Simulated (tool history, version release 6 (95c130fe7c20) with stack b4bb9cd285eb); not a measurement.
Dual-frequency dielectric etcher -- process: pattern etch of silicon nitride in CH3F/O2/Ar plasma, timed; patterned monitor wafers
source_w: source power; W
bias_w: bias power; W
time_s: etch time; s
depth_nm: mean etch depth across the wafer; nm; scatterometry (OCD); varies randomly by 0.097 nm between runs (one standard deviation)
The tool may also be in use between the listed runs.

run 1 hour=0 | source_w=530 bias_w=72 time_s=59 | depth_nm=45.685
run 2 hour=5.7 | source_w=530 bias_w=66 time_s=59 | depth_nm=44.544
run 3 hour=10.4 | source_w=460 bias_w=66 time_s=59 | depth_nm=41.233
run 4 hour=15.7 | source_w=450 bias_w=66 time_s=59 | depth_nm=40.31
run 5 hour=19.4 | source_w=440 bias_w=66 time_s=59 | depth_nm=39.837
run 6 hour=20.1 | source_w=440 bias_w=66 time_s=59 | depth_nm=39.888
run 7 hour=24.6 | source_w=360 bias_w=65 time_s=59 | depth_nm=34.577
run 8 hour=31.6 | source_w=370 bias_w=65 time_s=59 | depth_nm=35.297

Forecast run 9:
run 9 hour=35.7 | source_w=380 bias_w=65 time_s=59 | depth_nm=?

depth_nm: 36.024 nm
